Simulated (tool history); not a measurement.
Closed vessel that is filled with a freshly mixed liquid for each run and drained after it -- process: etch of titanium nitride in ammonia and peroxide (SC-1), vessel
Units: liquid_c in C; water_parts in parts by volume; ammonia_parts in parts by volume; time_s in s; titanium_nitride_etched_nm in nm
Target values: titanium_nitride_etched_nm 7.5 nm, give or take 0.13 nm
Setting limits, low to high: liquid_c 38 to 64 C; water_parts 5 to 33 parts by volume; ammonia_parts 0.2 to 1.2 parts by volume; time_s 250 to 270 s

Run 1, hour 0: liquid_c 48 C, water_parts 18.5 parts by volume, ammonia_parts 0.7 parts by volume, time_s 250 s. Result: titanium_nitride_etched_nm 13.448 nm.
Run 2, hour 7.1: liquid_c 48 C, water_parts 15.5 parts by volume, ammonia_parts 0.7 parts by volume, time_s 250 s. Result: titanium_nitride_etched_nm 14.668 nm.
Run 3, hour 11: liquid_c 45 C, water_parts 15.5 parts by volume, ammonia_parts 0.7 parts by volume, time_s 250 s. Result: titanium_nitride_etched_nm 11.88 nm.
Run 4, hour 17.6: liquid_c 45 C, water_parts 15.5 parts by volume, ammonia_parts 0.7 parts by volume, time_s 270 s. Result: titanium_nitride_etched_nm 12.798 nm.
Run 5, hour 18.5: liquid_c 45 C, water_parts 15.5 parts by volume, ammonia_parts 0.7 parts by volume, time_s 270 s. Result: titanium_nitride_etched_nm 12.999 nm.
Run 6, hour 23.4: liquid_c 48.5 C, water_parts 15.5 parts by volume, ammonia_parts 0.7 parts by volume, time_s 270 s. Result: titanium_nitride_etched_nm 16.648 nm.
Run 7, hour 26.2: liquid_c 45 C, water_parts 16 parts by volume, ammonia_parts 0.7 parts by volume, time_s 270 s. Result: titanium_nitride_etched_nm 12.544 nm.
Run 8, hour 30.9: liquid_c 42.5 C, water_parts 16 parts by volume, ammonia_parts 0.7 parts by volume, time_s 270 s. Result: titanium_nitride_etched_nm 10.49 nm.
Run 9, hour 39: liquid_c 41 C, water_parts 16 parts by volume, ammonia_parts 0.7 parts by volume, time_s 270 s. Result: titanium_nitride_etched_nm 9.4961 nm.
Run 10, hour 44.3: liquid_c 40 C, water_parts 16 parts by volume, ammonia_parts 0.7 parts by volume, time_s 270 s. Result: titanium_nitride_etched_nm 8.8226 nm.
Run 11, hour 48.6: liquid_c 38 C, water_parts 17 parts by volume, ammonia_parts 0.7 parts by volume, time_s 270 s. Result: titanium_nitride_etched_nm 7.3225 nm.

Exactly one of the 4 candidate moves below puts every result within its allowed miss. Which one?
Run A, hour 52.9: liquid_c 38 C, water_parts 15 parts by volume, ammonia_parts 0.7 parts by volume, time_s 250 s. Result: titanium_nitride_etched_nm ?.
Run B, hour 52.9: liquid_c 39.5 C, water_parts 18.5 parts by volume, ammonia_parts 0.55 parts by volume, time_s 270 s. Result: titanium_nitride_etched_nm ?.
Run C, hour 52.9: liquid_c 40 C, water_parts 18.5 parts by volume, ammonia_parts 0.85 parts by volume, time_s 250 s. Result: titanium_nitride_etched_nm ?.
Run D, hour 52.9: liquid_c 40 C, water_parts 18.5 parts by volume, ammonia_parts 0.6 parts by volume, time_s 270 s. Result: titanium_nitride_etched_nm ?.

move  titanium_nitride_etched_nm
   A                      7.3388
   B                      7.5716
   C                      7.8676
   D                      7.9842
A: nearer than the last run, and not there yet
B: each result inside its tolerance
C: takes the result that was furthest off past its target
D: takes the result that was furthest off past its target
B is the move that brings every result within its allowed miss.
